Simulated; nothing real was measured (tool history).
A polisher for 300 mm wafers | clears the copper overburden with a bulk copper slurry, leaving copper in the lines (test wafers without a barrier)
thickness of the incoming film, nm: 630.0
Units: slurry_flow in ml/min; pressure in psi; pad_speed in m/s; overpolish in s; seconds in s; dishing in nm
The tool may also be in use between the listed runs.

run    day  slurry_flow  pressure  pad_speed  slurry_solids  overpolish  seconds  dishing
  1  0.000          200       3.2       1.34            1.0          13   40.163   79.111
  2  0.292          200       3.0       1.34            1.0          13   40.782   80.905
  3  0.429          200       2.8       1.32            1.0          13   43.248   78.277
  4  0.700          200       2.8       1.32            1.0          10   43.444   68.915
  5  0.796          200       2.6       1.30            1.0          10   47.934   61.804
  6  0.883          200       2.5       1.30            1.0          11   49.296   66.747

For run 7, what comes out?
  7  1.242          200       2.4       1.30            1.0          11        ?        ?

Run 7 yielded seconds 49.471 s, dishing 64.956 nm.
